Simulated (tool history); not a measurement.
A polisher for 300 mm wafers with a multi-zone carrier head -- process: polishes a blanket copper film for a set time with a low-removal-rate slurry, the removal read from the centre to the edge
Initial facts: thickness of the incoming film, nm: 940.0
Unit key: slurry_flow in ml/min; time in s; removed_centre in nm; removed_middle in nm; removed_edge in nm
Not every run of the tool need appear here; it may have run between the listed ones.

Run 1, hour 0: slurry_flow 305 ml/min, centre_zone 1, middle_zone 1, edge_zone 1, slurry_solids 1, time 68 s. Result: removed_centre 237.09 nm, removed_middle 239.8 nm, removed_edge 243.38 nm.
Run 2, hour 1.9: slurry_flow 305 ml/min, centre_zone 1, middle_zone 0.95, edge_zone 1, slurry_solids 1, time 68 s. Result: removed_centre 235.61 nm, removed_middle 225.42 nm, removed_edge 239.65 nm.
Run 3, hour 5.4: slurry_flow 305 ml/min, centre_zone 1, middle_zone 1, edge_zone 1, slurry_solids 1, time 68 s. Result: removed_centre 235.82 nm, removed_middle 235.94 nm, removed_edge 239.29 nm.
Run 4, hour 10.9: slurry_flow 305 ml/min, centre_zone 1, middle_zone 0.96, edge_zone 0.97, slurry_solids 0.85, time 64 s. Result: removed_centre 213.29 nm, removed_middle 206.18 nm, removed_edge 215.24 nm.
Run 5, hour 16.4: slurry_flow 305 ml/min, centre_zone 1, middle_zone 0.96, edge_zone 0.97, slurry_solids 0.7, time 64 s. Result: removed_centre 211.19 nm, removed_middle 197.93 nm, removed_edge 210.25 nm.
Run 6, hour 20.4: slurry_flow 305 ml/min, centre_zone 1.07, middle_zone 0.96, edge_zone 0.97, slurry_solids 0.7, time 64 s. Result: removed_centre 228.14 nm, removed_middle 203.11 nm, removed_edge 210.61 nm.

Forecast run 7:
Run 7, hour 29.4: slurry_flow 305 ml/min, centre_zone 1.05, middle_zone 0.94, edge_zone 0.94, slurry_solids 0.65, time 62 s. Result: removed_centre ?, removed_middle ?, removed_edge ?.

removed_centre: 211.46 nm
removed_middle: 185.05 nm
removed_edge: 197 nm
